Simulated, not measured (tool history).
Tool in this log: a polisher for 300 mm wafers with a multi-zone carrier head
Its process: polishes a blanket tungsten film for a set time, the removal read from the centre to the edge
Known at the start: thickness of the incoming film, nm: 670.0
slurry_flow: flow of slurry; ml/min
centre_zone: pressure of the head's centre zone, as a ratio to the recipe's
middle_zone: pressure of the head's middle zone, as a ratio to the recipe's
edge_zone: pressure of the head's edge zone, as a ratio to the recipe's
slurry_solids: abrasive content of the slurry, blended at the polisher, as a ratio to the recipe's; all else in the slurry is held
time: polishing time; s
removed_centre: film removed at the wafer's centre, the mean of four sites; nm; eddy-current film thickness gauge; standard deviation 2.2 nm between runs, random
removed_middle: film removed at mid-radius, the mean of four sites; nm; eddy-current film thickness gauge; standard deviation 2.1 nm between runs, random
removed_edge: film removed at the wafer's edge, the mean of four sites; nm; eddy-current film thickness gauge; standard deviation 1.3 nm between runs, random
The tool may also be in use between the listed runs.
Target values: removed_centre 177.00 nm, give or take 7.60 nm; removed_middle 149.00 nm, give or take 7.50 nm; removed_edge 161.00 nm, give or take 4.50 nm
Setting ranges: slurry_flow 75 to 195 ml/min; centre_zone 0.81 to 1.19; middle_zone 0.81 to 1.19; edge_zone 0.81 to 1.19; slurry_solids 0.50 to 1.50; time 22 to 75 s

| run | hour | slurry_flow | centre_zone | middle_zone | edge_zone | slurry_solids | time | removed_centre | removed_middle | removed_edge |
|---|---|---|---|---|---|---|---|---|---|---|
| 1 | 0.0 | 125 | 1.00 | 1.00 | 1.00 | 1.00 | 48 | 227.20 | 236.94 | 230.46 |
| 2 | 3.4 | 120 | 1.02 | 0.95 | 0.97 | 0.85 | 46 | 210.77 | 201.25 | 210.56 |
| 3 | 7.9 | 120 | 1.02 | 0.95 | 0.97 | 0.75 | 46 | 210.76 | 193.44 | 201.76 |
| 4 | 9.3 | 145 | 1.02 | 0.95 | 0.97 | 0.75 | 46 | 212.12 | 202.63 | 205.73 |
| 5 | 17.6 | 145 | 1.02 | 0.95 | 0.90 | 0.75 | 46 | 212.99 | 200.83 | 201.01 |
| 6 | 20.8 | 140 | 1.02 | 0.93 | 0.88 | 0.70 | 45 | 204.16 | 188.40 | 192.41 |
| 7 | 26.9 | 135 | 1.02 | 0.92 | 0.86 | 0.65 | 44 | 194.23 | 176.23 | 178.91 |
| 8 | 27.6 | 125 | 1.02 | 0.90 | 0.85 | 0.65 | 44 | 194.51 | 169.50 | 179.16 |
| 9 | 36.5 | 120 | 1.02 | 0.90 | 0.84 | 0.60 | 44 | 182.25 | 164.59 | 172.05 |
| 10 | 45.5 | 115 | 1.03 | 0.89 | 0.83 | 0.60 | 44 | 189.86 | 160.87 | 169.94 |

Which one of the following 5 next-run settings gets every result inside its allowed miss? There is exactly one.
| A | 54.5 | 130 | 1.13 | 0.93 | 0.81 | 0.55 | 45 | ? | ? | ? |
| B | 54.5 | 75 | 1.15 | 0.89 | 0.81 | 0.50 | 50 | ? | ? | ? |
| C | 54.5 | 130 | 1.05 | 0.94 | 0.81 | 0.60 | 44 | ? | ? | ? |
| D | 54.5 | 85 | 1.13 | 0.96 | 0.84 | 0.50 | 48 | ? | ? | ? |
| E | 54.5 | 100 | 1.05 | 0.87 | 0.83 | 0.50 | 45 | ? | ? | ? |

| move | removed_centre | removed_middle | removed_edge |
|---|---|---|---|
| A | 201.78 | 174.92 | 169.26 |
| B | 190.97 | 160.14 | 167.74 |
| C | 188.69 | 176.78 | 169.46 |
| D | 187.69 | 169.41 | 166.77 |
| E | 172.03 | 152.41 | 160.11 |
A: lands further from the targets than the last run did
B: nearer than the last run, and not there yet
C: lands further from the targets than the last run did
D: lands further from the targets than the last run did
E: every result lands within tolerance
So the answer is move E, the one that meets all the targets.
